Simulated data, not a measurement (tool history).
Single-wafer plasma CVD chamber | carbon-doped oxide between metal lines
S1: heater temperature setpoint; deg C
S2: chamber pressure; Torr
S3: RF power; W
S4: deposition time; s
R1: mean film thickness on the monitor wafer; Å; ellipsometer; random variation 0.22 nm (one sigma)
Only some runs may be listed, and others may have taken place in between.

run,hour,S1,S2,S3,S4,R1
1,0,370,5.06,640,9.74,516.05
2,3.3,372,4.78,630,9.74,505.93
3,5.5,372,5.14,630,9.74,510.09
4,13.7,374,4.9,620,9.74,497.35
5,19.2,374,4.9,620,9.74,499.97
6,26.6,375,4.71,610,9.74,492.24

Run 7 comes next. What will it give?
7,29.4,376,4.57,605,9.74,?

R1: 485.95 Å
